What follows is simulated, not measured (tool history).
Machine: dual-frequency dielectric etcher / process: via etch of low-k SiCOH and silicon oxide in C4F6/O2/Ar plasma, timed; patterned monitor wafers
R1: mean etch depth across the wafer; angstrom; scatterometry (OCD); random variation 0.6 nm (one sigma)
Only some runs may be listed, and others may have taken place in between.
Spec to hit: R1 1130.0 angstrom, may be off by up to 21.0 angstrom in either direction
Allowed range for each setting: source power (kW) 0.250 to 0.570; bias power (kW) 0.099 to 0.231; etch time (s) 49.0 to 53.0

run 1 hour=0.0 | source_power_(kW)=0.410 bias_power_(kW)=0.165 etch_time_(s)=53.0 | R1=1352.6
run 2 hour=2.0 | source_power_(kW)=0.380 bias_power_(kW)=0.160 etch_time_(s)=53.0 | R1=1292.4
run 3 hour=4.9 | source_power_(kW)=0.350 bias_power_(kW)=0.158 etch_time_(s)=53.0 | R1=1242.2
run 4 hour=13.7 | source_power_(kW)=0.390 bias_power_(kW)=0.158 etch_time_(s)=53.0 | R1=1311.6
run 5 hour=17.6 | source_power_(kW)=0.440 bias_power_(kW)=0.158 etch_time_(s)=53.0 | R1=1378.6
-- hour=22.8 wet clean of the chamber
run 6 hour=22.8 | source_power_(kW)=0.410 bias_power_(kW)=0.158 etch_time_(s)=53.0 | R1=1371.1
run 7 hour=28.2 | source_power_(kW)=0.330 bias_power_(kW)=0.125 etch_time_(s)=49.5 | R1=1087.5
run 8 hour=31.3 | source_power_(kW)=0.330 bias_power_(kW)=0.125 etch_time_(s)=49.5 | R1=1083.9
run 9 hour=38.7 | source_power_(kW)=0.340 bias_power_(kW)=0.125 etch_time_(s)=49.5 | R1=1098.9

Which one of the following 5 next-run settings gets every result inside its allowed miss? There is exactly one.
run A hour=46.1 | source_power_(kW)=0.330 bias_power_(kW)=0.123 etch_time_(s)=49.0 | R1=?
run B hour=46.1 | source_power_(kW)=0.330 bias_power_(kW)=0.099 etch_time_(s)=51.0 | R1=?
run C hour=46.1 | source_power_(kW)=0.340 bias_power_(kW)=0.114 etch_time_(s)=51.5 | R1=?
run D hour=46.1 | source_power_(kW)=0.290 bias_power_(kW)=0.148 etch_time_(s)=49.0 | R1=?
run E hour=46.1 | source_power_(kW)=0.300 bias_power_(kW)=0.124 etch_time_(s)=50.5 | R1=?

move=A R1=1068.1
move=B R1=1054.9
move=C R1=1118.8
move=D R1=1047.3
move=E R1=1049.1
A: the biggest miss grows against the last run
B: the biggest miss grows against the last run
C: each result inside its tolerance
D: the biggest miss grows against the last run
E: the biggest miss grows against the last run
Go with C: it meets all targets.

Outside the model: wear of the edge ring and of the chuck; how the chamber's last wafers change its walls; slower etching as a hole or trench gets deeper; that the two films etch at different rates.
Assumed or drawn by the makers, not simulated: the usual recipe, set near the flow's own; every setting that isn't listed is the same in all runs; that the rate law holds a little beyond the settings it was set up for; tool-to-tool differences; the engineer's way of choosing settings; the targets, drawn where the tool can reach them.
